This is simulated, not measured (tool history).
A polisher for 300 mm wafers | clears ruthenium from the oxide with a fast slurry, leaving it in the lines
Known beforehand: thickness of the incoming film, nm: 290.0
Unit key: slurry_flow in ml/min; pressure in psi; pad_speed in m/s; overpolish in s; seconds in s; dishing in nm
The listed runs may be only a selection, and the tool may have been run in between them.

| run | hour | slurry_flow | pressure | pad_speed | slurry_solids | overpolish | seconds | dishing |
|---|---|---|---|---|---|---|---|---|
| 1 | 0.0 | 260 | 2.2 | 0.90 | 1.00 | 8 | 107.43 | 16.8730 |
| 2 | 2.5 | 260 | 2.0 | 0.86 | 1.00 | 9 | 124.46 | 17.6980 |
| 3 | 9.0 | 260 | 1.8 | 0.84 | 1.00 | 9 | 137.20 | 16.0410 |
| 4 | 12.0 | 260 | 1.8 | 0.84 | 1.10 | 9 | 136.53 | 16.1530 |
| 5 | 13.8 | 260 | 1.3 | 0.84 | 1.10 | 9 | 179.61 | 11.6860 |
| 6 | 16.3 | 260 | 1.3 | 0.84 | 1.20 | 9 | 170.19 | 12.2700 |
| 7 | 19.0 | 260 | 1.0 | 0.66 | 1.15 | 11 | 275.75 | 9.7178 |

Forecast run 8:
| 8 | 25.7 | 260 | 1.1 | 0.66 | 1.15 | 11 | ? | ? |

{"run 8": {"seconds": 250.87, "dishing": 10.648}}

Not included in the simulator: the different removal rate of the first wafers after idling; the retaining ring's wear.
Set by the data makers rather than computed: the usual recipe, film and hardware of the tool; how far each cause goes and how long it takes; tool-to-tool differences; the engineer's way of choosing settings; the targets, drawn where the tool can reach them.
